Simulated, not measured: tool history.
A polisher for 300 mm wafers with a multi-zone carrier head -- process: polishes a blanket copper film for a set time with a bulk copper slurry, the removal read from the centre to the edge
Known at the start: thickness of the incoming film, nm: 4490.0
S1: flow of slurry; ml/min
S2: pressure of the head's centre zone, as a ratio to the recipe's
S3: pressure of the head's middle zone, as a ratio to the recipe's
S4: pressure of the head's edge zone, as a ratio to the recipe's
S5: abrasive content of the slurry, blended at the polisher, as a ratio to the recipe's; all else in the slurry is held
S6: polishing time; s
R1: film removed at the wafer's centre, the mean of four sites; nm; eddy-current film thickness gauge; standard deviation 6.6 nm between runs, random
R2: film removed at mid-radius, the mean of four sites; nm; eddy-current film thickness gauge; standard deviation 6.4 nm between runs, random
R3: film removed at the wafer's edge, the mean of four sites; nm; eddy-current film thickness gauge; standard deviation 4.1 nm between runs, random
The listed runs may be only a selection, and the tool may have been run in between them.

run 1 day=0.000 | S1=200 S2=1.00 S3=1.00 S4=1.00 S5=1.00 S6=79 | R1=963.82 R2=974.16 R3=967.58
run 2 day=0.025 | S1=200 S2=1.00 S3=1.00 S4=0.94 S5=1.00 S6=79 | R1=950.32 R2=971.37 R3=951.68
run 3 day=0.196 | S1=195 S2=0.99 S3=0.97 S4=0.93 S5=0.85 S6=72 | R1=858.56 R2=838.78 R3=824.69
run 4 day=0.462 | S1=195 S2=1.06 S3=0.97 S4=0.93 S5=0.85 S6=72 | R1=894.70 R2=841.34 R3=825.86
run 5 day=0.550 | S1=180 S2=1.00 S3=0.95 S4=0.94 S5=0.75 S6=67 | R1=765.20 R2=719.03 R3=741.69
run 6 day=0.696 | S1=170 S2=0.96 S3=0.94 S4=0.93 S5=0.70 S6=65 | R1=677.07 R2=686.67 R3=704.25
run 7 day=0.783 | S1=165 S2=0.95 S3=0.92 S4=0.91 S5=0.65 S6=64 | R1=654.01 R2=636.15 R3=681.63
run 8 day=0.875 | S1=160 S2=0.94 S3=0.92 S4=0.90 S5=0.60 S6=63 | R1=613.94 R2=618.14 R3=653.89
run 9 day=1.038 | S1=155 S2=0.94 S3=0.91 S4=0.88 S5=0.55 S6=63 | R1=611.68 R2=606.16 R3=636.49

The next listed run, before its measurement:
run 10 day=1.354 | S1=150 S2=0.93 S3=0.90 S4=0.87 S5=0.55 S6=63 | R1=? R2=? R3=?

R1: 600.38 nm
R2: 601.69 nm
R3: 618.98 nm

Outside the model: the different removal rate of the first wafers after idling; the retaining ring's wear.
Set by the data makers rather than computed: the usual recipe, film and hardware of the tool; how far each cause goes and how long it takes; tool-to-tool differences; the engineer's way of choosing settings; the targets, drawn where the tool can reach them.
